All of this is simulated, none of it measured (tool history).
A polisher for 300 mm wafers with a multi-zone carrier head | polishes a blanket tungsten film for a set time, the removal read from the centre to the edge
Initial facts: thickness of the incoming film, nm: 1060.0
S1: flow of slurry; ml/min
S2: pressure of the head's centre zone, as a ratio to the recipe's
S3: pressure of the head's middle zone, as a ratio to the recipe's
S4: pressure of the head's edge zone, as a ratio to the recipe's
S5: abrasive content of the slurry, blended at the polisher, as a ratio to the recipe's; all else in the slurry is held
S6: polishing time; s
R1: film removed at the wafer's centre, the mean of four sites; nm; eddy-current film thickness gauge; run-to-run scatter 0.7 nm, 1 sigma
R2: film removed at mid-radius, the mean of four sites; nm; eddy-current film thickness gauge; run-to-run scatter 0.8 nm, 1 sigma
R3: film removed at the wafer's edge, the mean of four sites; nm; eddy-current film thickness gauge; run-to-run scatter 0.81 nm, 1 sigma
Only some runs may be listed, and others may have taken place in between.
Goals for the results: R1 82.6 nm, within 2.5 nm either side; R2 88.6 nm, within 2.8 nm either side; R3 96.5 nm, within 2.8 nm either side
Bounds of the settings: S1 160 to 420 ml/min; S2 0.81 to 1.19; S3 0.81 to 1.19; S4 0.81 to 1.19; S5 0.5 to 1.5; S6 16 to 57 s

run  hour   S1    S2    S3    S4    S5  S6      R1      R2      R3
  1     0  270     1     1     1     1  36  169.32  169.98  166.12
  2   2.2  260  0.97  0.98  0.99   0.9  34  149.61  153.34   152.6
  3  10.2  255  0.95  0.96  0.97  0.85  32  136.94  136.75  139.43
  4  12.9  255  0.95  0.96  0.97  0.85  36  155.31  153.75   159.4
  5  13.9  315  0.95  0.96  0.97  0.85  36  160.52  158.68  161.59
  6  17.9  315  0.95  0.96  0.97  0.85  30  133.56  130.73  134.27
  7  19.5  240  0.85  0.88  0.94   0.6  22  79.341  83.748  88.309
  8  24.4  250  0.85  0.88  0.96   0.6  22  79.475  83.615  89.705
  9  31.3  260  0.85  0.89  0.97   0.6  22  78.698   85.05  90.093
 10    32  265  0.85  0.89  0.98   0.6  22  78.668  85.608  92.096
 11  33.5  270  0.85  0.89  0.98   0.6  22  80.238  84.702   91.16
 12  42.4  275  0.85   0.9  0.99   0.6  22  79.264  85.465  91.255
 13  47.8  280  0.85   0.9     1   0.6  22  79.509  85.834  93.868

Exercise: of the 5 proposed moves below, exactly one satisfies all targets within the stated allowed misses. Which move is it?
  A  53.2  280  0.84  0.86  1.03  0.55  22   ?   ?   ?
  B  53.2  315  0.92  0.89  0.93  0.75  21   ?   ?   ?
  C  53.2  220  0.84  0.94  0.96  0.65  22   ?   ?   ?
  D  53.2  265  0.86  0.91  1.04  0.65  22   ?   ?   ?
  E  53.2  320   0.9  0.98   1.1   0.5  21   ?   ?   ?

move      R1      R2      R3
   A  77.563  82.371   91.88
   B  86.772  86.102  88.949
   C  77.849  88.556  89.757
   D  81.356  88.007  94.638
   E  79.169  86.301  89.836
A: the biggest miss grows against the last run
B: pushes the last run's worst result past its target
C: the biggest miss grows against the last run
D: all results in spec
E: the biggest miss grows against the last run
D meets every target.
